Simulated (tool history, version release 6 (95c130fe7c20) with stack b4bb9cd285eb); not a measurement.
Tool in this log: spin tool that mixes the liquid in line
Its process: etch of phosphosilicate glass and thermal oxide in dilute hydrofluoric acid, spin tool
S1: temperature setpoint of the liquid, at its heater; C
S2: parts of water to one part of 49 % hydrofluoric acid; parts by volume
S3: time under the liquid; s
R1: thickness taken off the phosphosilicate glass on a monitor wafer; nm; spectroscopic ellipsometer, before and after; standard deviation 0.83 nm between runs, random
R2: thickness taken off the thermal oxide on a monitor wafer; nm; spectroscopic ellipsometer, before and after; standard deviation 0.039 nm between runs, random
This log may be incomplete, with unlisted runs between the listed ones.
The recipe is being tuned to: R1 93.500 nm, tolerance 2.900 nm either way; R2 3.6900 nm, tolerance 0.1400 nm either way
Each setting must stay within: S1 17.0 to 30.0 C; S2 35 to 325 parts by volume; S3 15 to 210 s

Run 1, hour 0.0: S1 22.0 C, S2 180 parts by volume, S3 105 s. Result: R1 61.044 nm, R2 2.3562 nm.
Run 2, hour 6.3: S1 23.5 C, S2 175 parts by volume, S3 105 s. Result: R1 65.924 nm, R2 2.5977 nm.
Run 3, hour 7.0: S1 24.5 C, S2 170 parts by volume, S3 105 s. Result: R1 70.469 nm, R2 2.7819 nm.
Run 4, hour 13.5: S1 25.5 C, S2 165 parts by volume, S3 105 s. Result: R1 75.447 nm, R2 2.9932 nm.
Run 5, hour 22.4: S1 25.5 C, S2 165 parts by volume, S3 125 s. Result: R1 90.525 nm, R2 3.5182 nm.
Run 6, hour 27.0: S1 23.5 C, S2 165 parts by volume, S3 125 s. Result: R1 84.281 nm, R2 3.3326 nm.
Run 7, hour 31.6: S1 24.0 C, S2 165 parts by volume, S3 125 s. Result: R1 84.519 nm, R2 3.4639 nm.
Run 8, hour 38.3: S1 25.0 C, S2 165 parts by volume, S3 125 s. Result: R1 89.161 nm, R2 3.4674 nm.

Consider the 4 candidate settings below. Which is the only one whose results all fall within their allowed miss of target?
Run A, hour 45.0: S1 23.5 C, S2 165 parts by volume, S3 155 s. Result: R1 ?, R2 ?.
Run B, hour 45.0: S1 20.5 C, S2 150 parts by volume, S3 140 s. Result: R1 ?, R2 ?.
Run C, hour 45.0: S1 26.0 C, S2 195 parts by volume, S3 140 s. Result: R1 ?, R2 ?.
Run D, hour 45.0: S1 19.5 C, S2 130 parts by volume, S3 135 s. Result: R1 ?, R2 ?.

move       R1      R2
   A  102.790  4.0738
   B   92.389  3.6615
   C   83.361  3.3037
   D  100.870  3.9974
A: pushes the last run's worst result past its target
B: meets every target
C: moves away from the targets compared with the last run
D: pushes the last run's worst result past its target
Move B is the one to make.
